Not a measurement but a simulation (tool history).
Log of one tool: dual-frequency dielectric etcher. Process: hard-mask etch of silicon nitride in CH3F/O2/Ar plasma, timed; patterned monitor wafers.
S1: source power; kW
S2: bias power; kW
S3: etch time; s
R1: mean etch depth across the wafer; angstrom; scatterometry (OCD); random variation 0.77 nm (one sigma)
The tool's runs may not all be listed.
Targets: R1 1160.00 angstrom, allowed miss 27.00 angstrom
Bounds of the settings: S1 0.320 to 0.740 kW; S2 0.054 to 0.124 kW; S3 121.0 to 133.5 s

{"run": 1, "hour": 0.0, "S1": 0.53, "S2": 0.089, "S3": 133.5, "R1": 992.23}
{"run": 2, "hour": 1.7, "S1": 0.53, "S2": 0.089, "S3": 133.5, "R1": 1011.0}
{"run": 3, "hour": 4.3, "S1": 0.53, "S2": 0.104, "S3": 133.5, "R1": 1053.3}
{"run": 4, "hour": 7.4, "S1": 0.53, "S2": 0.104, "S3": 121.0, "R1": 954.38}
{"run": 5, "hour": 15.1, "S1": 0.6, "S2": 0.104, "S3": 121.0, "R1": 1005.6}
{"run": 6, "hour": 16.0, "S1": 0.62, "S2": 0.108, "S3": 124.0, "R1": 1066.3}
{"run": 7, "hour": 19.3, "S1": 0.64, "S2": 0.109, "S3": 124.5, "R1": 1080.7}
{"run": 8, "hour": 26.3, "S1": 0.66, "S2": 0.11, "S3": 125.0, "R1": 1117.9}
{"run": 9, "hour": 29.0, "S1": 0.66, "S2": 0.11, "S3": 125.0, "R1": 1101.4}
{"run": 10, "hour": 32.4, "S1": 0.67, "S2": 0.111, "S3": 125.0, "R1": 1115.9}
{"run": 11, "hour": 39.9, "S1": 0.68, "S2": 0.112, "S3": 125.0, "R1": 1126.8}

Which of these 5 next moves meets every target?
{"run": "A", "hour": 47.4, "S1": 0.68, "S2": 0.105, "S3": 121.0, "R1": "?"}
{"run": "B", "hour": 47.4, "S1": 0.7, "S2": 0.107, "S3": 130.0, "R1": "?"}
{"run": "C", "hour": 47.4, "S1": 0.65, "S2": 0.112, "S3": 122.5, "R1": "?"}
{"run": "D", "hour": 47.4, "S1": 0.74, "S2": 0.082, "S3": 130.5, "R1": "?"}
{"run": "E", "hour": 47.4, "S1": 0.6, "S2": 0.117, "S3": 128.5, "R1": "?"}

move=A R1=1055.80
move=B R1=1155.20
move=C R1=1072.70
move=D R1=1087.90
move=E R1=1105.60
A: further off than the last run
B: meets every target
C: further off than the last run
D: further off than the last run
E: further off than the last run
Move B is the one to make.

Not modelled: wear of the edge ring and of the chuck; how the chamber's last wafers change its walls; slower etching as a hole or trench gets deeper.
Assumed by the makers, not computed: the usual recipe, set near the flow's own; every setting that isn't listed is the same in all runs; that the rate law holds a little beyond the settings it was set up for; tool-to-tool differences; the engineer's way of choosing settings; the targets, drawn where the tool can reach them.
